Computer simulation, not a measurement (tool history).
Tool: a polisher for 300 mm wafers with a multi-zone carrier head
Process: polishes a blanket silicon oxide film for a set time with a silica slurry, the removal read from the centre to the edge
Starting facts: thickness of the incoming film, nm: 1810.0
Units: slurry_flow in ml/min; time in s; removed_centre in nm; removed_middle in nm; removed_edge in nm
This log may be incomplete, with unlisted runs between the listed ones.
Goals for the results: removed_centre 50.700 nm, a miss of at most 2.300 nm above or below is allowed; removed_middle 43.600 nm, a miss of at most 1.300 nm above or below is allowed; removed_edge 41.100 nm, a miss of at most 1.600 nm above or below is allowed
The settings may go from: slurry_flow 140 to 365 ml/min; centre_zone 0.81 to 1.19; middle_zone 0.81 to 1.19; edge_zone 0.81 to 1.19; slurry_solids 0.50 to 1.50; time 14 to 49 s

run	hour	slurry_flow	centre_zone	middle_zone	edge_zone	slurry_solids	time	removed_centre	removed_middle	removed_edge
1	0.0	235	1.00	1.00	1.00	1.00	31	100.170	101.190	98.780
2	8.8	235	1.00	1.04	1.00	1.00	31	99.710	102.790	96.180
3	11.2	235	1.00	1.04	1.00	0.80	31	91.608	95.704	90.103
4	12.2	205	1.04	1.01	0.94	0.70	25	71.141	69.136	65.023
5	18.8	205	0.97	1.01	0.94	0.70	25	67.520	70.596	64.412
6	25.4	195	1.00	0.98	0.90	0.65	23	61.849	59.292	56.040
7	27.7	195	1.02	0.97	0.87	0.60	22	57.452	55.276	52.298
8	30.8	180	1.06	0.97	0.85	0.55	21	54.088	50.139	45.350

Of the 4 settings listed for the next run, only one would bring every result within its allowed miss of target. Which one?
A	33.9	175	0.87	1.03	0.85	0.55	23	?	?	?
B	33.9	140	1.16	1.05	0.81	0.50	20	?	?	?
C	33.9	260	1.10	0.94	0.86	0.70	16	?	?	?
D	33.9	165	0.93	0.90	0.96	0.55	21	?	?	?

move	removed_centre	removed_middle	removed_edge
A	49.387	57.216	50.236
B	52.907	46.695	39.929
C	51.130	43.235	40.638
D	47.745	46.550	48.293
A: the biggest miss grows against the last run
B: nearer the targets than the last run, but a result is still out of spec
C: every result lands within tolerance
D: nearer the targets than the last run, but a result is still out of spec
C is the move that brings every result within its allowed miss.

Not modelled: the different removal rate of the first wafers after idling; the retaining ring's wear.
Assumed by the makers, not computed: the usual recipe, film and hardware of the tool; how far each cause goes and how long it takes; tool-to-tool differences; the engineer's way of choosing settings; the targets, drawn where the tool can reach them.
